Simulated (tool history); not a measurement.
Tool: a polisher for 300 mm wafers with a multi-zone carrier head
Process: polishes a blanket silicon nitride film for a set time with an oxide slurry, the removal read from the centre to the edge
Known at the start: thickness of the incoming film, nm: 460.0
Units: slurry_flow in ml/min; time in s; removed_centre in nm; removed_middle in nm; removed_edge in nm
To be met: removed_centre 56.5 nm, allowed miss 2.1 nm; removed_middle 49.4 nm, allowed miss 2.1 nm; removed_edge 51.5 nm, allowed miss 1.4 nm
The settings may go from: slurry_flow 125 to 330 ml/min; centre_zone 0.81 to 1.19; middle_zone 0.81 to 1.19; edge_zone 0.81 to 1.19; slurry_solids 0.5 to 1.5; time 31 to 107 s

Run 1, hour 0: slurry_flow 210 ml/min, centre_zone 1, middle_zone 1, edge_zone 1, slurry_solids 1, time 69 s. Result: removed_centre 64.267 nm, removed_middle 65.274 nm, removed_edge 67.396 nm.
Run 2, hour 4.9: slurry_flow 210 ml/min, centre_zone 1, middle_zone 1, edge_zone 1, slurry_solids 1, time 78 s. Result: removed_centre 73.75 nm, removed_middle 73.427 nm, removed_edge 76.681 nm.
Run 3, hour 11.6: slurry_flow 235 ml/min, centre_zone 1, middle_zone 1, edge_zone 1, slurry_solids 1, time 78 s. Result: removed_centre 75.053 nm, removed_middle 74.544 nm, removed_edge 78.133 nm.
Run 4, hour 19.5: slurry_flow 225 ml/min, centre_zone 1.01, middle_zone 0.98, edge_zone 0.96, slurry_solids 0.9, time 77 s. Result: removed_centre 70.588 nm, removed_middle 68.224 nm, removed_edge 70.617 nm.
Run 5, hour 27.4: slurry_flow 215 ml/min, centre_zone 1.01, middle_zone 0.95, edge_zone 0.93, slurry_solids 0.8, time 77 s. Result: removed_centre 67.363 nm, removed_middle 63.062 nm, removed_edge 65.439 nm.
Run 6, hour 35.8: slurry_flow 235 ml/min, centre_zone 1.01, middle_zone 0.95, edge_zone 0.93, slurry_solids 0.8, time 77 s. Result: removed_centre 67.384 nm, removed_middle 63.463 nm, removed_edge 66.571 nm.
Run 7, hour 40.1: slurry_flow 220 ml/min, centre_zone 1.01, middle_zone 0.93, edge_zone 0.9, slurry_solids 0.75, time 77 s. Result: removed_centre 64.603 nm, removed_middle 60.386 nm, removed_edge 63.624 nm.
Run 8, hour 41.8: slurry_flow 200 ml/min, centre_zone 1.07, middle_zone 0.89, edge_zone 0.81, slurry_solids 0.5, time 73 s. Result: removed_centre 51.603 nm, removed_middle 43.556 nm, removed_edge 45.741 nm.
Run 9, hour 47.8: slurry_flow 220 ml/min, centre_zone 1.07, middle_zone 0.9, edge_zone 0.83, slurry_solids 0.5, time 73 s. Result: removed_centre 53.125 nm, removed_middle 44.793 nm, removed_edge 46.357 nm.

5 next moves are on the table. One of them brings every result within its allowed miss. Which?
Run A, hour 53.8: slurry_flow 210 ml/min, centre_zone 0.97, middle_zone 0.84, edge_zone 0.91, slurry_solids 0.6, time 68 s. Result: removed_centre ?, removed_middle ?, removed_edge ?.
Run B, hour 53.8: slurry_flow 215 ml/min, centre_zone 1.05, middle_zone 0.94, edge_zone 1.05, slurry_solids 0.65, time 65 s. Result: removed_centre ?, removed_middle ?, removed_edge ?.
Run C, hour 53.8: slurry_flow 190 ml/min, centre_zone 1.16, middle_zone 0.81, edge_zone 0.93, slurry_solids 0.6, time 68 s. Result: removed_centre ?, removed_middle ?, removed_edge ?.
Run D, hour 53.8: slurry_flow 185 ml/min, centre_zone 1.14, middle_zone 0.84, edge_zone 0.89, slurry_solids 0.65, time 58 s. Result: removed_centre ?, removed_middle ?, removed_edge ?.
Run E, hour 53.8: slurry_flow 250 ml/min, centre_zone 1.04, middle_zone 0.89, edge_zone 0.83, slurry_solids 0.5, time 80 s. Result: removed_centre ?, removed_middle ?, removed_edge ?.

move  removed_centre  removed_middle  removed_edge
   A          48.545          43.943        49.513
   B          52.673          48.134        52.979
   C          57.182           42.09        49.545
   D          49.868          38.456         43.12
   E          56.489          49.805        51.116
A: as far off as the last run
B: takes the result that was furthest off past its target
C: nearer than the last run, and not there yet
D: further off than the last run
E: meets every target
Move E is the one to make.

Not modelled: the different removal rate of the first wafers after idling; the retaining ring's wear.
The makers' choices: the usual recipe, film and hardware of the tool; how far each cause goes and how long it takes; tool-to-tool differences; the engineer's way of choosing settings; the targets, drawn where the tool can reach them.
